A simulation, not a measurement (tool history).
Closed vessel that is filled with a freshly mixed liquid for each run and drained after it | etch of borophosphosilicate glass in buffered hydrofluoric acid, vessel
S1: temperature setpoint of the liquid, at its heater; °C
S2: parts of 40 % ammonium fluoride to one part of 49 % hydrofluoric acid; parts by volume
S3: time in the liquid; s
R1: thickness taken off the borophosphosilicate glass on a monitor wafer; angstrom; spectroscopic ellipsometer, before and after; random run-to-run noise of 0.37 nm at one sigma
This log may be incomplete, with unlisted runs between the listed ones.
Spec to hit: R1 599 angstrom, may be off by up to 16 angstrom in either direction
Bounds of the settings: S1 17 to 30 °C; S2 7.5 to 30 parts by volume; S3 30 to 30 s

| run | hour | S1 | S2 | S3 | R1 |
|---|---|---|---|---|---|
| 1 | 0 | 22 | 20.5 | 30 | 491.41 |
| 2 | 6.8 | 23 | 20.5 | 30 | 516.2 |
| 3 | 8.9 | 23 | 16 | 30 | 650.9 |
| 4 | 16.5 | 22.5 | 16 | 30 | 639.7 |
| 5 | 20.4 | 24.5 | 16 | 30 | 719.11 |
| 6 | 26 | 23.5 | 16 | 30 | 674.25 |
| 7 | 31 | 23 | 16 | 30 | 660.29 |
| 8 | 36.3 | 22.5 | 16 | 30 | 633.46 |
| 9 | 45.3 | 22 | 16 | 30 | 616.11 |

Which one of the following 4 next-run settings gets every result inside its allowed miss? There is exactly one.
| A | 54.3 | 22 | 15.5 | 30 | ? |
| B | 54.3 | 24 | 17.5 | 30 | ? |
| C | 54.3 | 22.5 | 18 | 30 | ? |
| D | 54.3 | 22 | 16.5 | 30 | ? |

| move | R1 |
|---|---|
| A | 634.84 |
| B | 627.84 |
| C | 562.74 |
| D | 596.79 |
A: further off than the last run
B: further off than the last run
C: takes the biggest miss from the last run beyond its target
D: every result within its allowed miss
Go with D: it meets all targets.

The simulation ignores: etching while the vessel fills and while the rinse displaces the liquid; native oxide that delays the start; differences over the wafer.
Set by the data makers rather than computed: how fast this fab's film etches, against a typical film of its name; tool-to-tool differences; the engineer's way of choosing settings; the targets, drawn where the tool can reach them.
